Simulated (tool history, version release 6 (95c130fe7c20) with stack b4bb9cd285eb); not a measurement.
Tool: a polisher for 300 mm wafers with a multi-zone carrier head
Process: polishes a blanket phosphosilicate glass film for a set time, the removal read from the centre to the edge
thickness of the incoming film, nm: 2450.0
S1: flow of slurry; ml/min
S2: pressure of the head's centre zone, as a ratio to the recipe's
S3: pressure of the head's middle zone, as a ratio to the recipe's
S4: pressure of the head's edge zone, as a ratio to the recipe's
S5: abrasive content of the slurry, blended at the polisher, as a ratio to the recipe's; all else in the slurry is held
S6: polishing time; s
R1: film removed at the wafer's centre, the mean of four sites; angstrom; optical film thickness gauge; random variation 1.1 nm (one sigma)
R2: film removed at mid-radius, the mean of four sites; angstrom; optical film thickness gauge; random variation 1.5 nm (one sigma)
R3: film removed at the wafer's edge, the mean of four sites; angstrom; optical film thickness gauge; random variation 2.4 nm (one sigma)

{"run": 1, "hour": 0.0, "S1": 190, "S2": 1, "S3": 1, "S4": 1, "S5": 1, "S6": 50, "R1": 3308.3, "R2": 3443.1, "R3": 3375.1}
{"run": 2, "hour": 5.9, "S1": 190, "S2": 1, "S3": 1, "S4": 1, "S5": 1, "S6": 62, "R1": 4117.5, "R2": 4175.2, "R3": 4057.2}
{"run": 3, "hour": 10.5, "S1": 190, "S2": 1, "S3": 1, "S4": 0.96, "S5": 0.9, "S6": 55, "R1": 3502.6, "R2": 3586.1, "R3": 3509}
{"run": 4, "hour": 13.8, "S1": 190, "S2": 1, "S3": 1, "S4": 1.03, "S5": 0.9, "S6": 55, "R1": 3516.1, "R2": 3602.4, "R3": 3585.1}
{"run": 5, "hour": 16.4, "S1": 180, "S2": 1.01, "S3": 1.01, "S4": 0.99, "S5": 0.8, "S6": 49, "R1": 2990.9, "R2": 3069.3, "R3": 3023}
{"run": 6, "hour": 21.3, "S1": 175, "S2": 1.01, "S3": 1.02, "S4": 0.96, "S5": 0.75, "S6": 44, "R1": 2636.6, "R2": 2709, "R3": 2591.5}
{"run": 7, "hour": 24.3, "S1": 170, "S2": 1, "S3": 1.02, "S4": 0.93, "S5": 0.7, "S6": 41, "R1": 2356.4, "R2": 2420.3, "R3": 2298}
{"run": 8, "hour": 26.4, "S1": 165, "S2": 0.98, "S3": 1.02, "S4": 0.91, "S5": 0.65, "S6": 40, "R1": 2184.1, "R2": 2289.7, "R3": 2213.8}
{"run": 9, "hour": 34.1, "S1": 165, "S2": 0.98, "S3": 1.02, "S4": 0.91, "S5": 0.65, "S6": 40, "R1": 2174.3, "R2": 2335.4, "R3": 2175.5}
{"run": 10, "hour": 39.3, "S1": 165, "S2": 0.97, "S3": 1.01, "S4": 0.89, "S5": 0.6, "S6": 38, "R1": 2010.9, "R2": 2100.2, "R3": 1986.4}
{"run": 11, "hour": 40.5, "S1": 180, "S2": 0.95, "S3": 1.01, "S4": 0.87, "S5": 0.6, "S6": 37, "R1": 1960.2, "R2": 2056.6, "R3": 1970.8}
{"run": 12, "hour": 42.9, "S1": 170, "S2": 0.95, "S3": 1.02, "S4": 0.86, "S5": 0.6, "S6": 36, "R1": 1868.6, "R2": 2024.6, "R3": 1826.5}

Forecast run 13:
{"run": 13, "hour": 45.4, "S1": 165, "S2": 0.94, "S3": 1.01, "S4": 0.85, "S5": 0.6, "S6": 36, "R1": "?", "R2": "?", "R3": "?"}

{"run 13": {"R1": 1835.2, "R2": 1988.7, "R3": 1885.3}}

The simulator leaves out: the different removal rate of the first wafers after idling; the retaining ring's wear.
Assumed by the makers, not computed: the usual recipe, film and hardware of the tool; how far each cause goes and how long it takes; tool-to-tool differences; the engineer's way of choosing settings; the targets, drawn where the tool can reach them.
